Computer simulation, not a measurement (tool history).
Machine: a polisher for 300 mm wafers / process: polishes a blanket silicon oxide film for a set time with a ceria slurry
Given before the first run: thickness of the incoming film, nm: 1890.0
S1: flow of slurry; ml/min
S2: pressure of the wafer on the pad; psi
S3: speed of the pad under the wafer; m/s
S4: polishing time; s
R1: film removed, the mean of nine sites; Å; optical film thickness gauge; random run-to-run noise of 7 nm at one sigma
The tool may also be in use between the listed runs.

{"run": 1, "hour": 0.0, "S1": 240, "S2": 3.1, "S3": 1.0, "S4": 94, "R1": 4905.3}
{"run": 2, "hour": 1.4, "S1": 240, "S2": 3.1, "S3": 1.0, "S4": 94, "R1": 4925.5}
{"run": 3, "hour": 4.9, "S1": 240, "S2": 3.1, "S3": 1.0, "S4": 98, "R1": 5097.3}
{"run": 4, "hour": 8.7, "S1": 240, "S2": 3.1, "S3": 1.0, "S4": 94, "R1": 4890.4}
{"run": 5, "hour": 15.3, "S1": 240, "S2": 3.3, "S3": 1.0, "S4": 94, "R1": 5115.3}
{"run": 6, "hour": 20.9, "S1": 240, "S2": 3.5, "S3": 1.0, "S4": 94, "R1": 5410.6}

Estimate the outcome of run 7 from the log above:
{"run": 7, "hour": 27.1, "S1": 240, "S2": 3.7, "S3": 1.0, "S4": 94, "R1": "?"}

Logged for run 7: R1 5681.4 Å.

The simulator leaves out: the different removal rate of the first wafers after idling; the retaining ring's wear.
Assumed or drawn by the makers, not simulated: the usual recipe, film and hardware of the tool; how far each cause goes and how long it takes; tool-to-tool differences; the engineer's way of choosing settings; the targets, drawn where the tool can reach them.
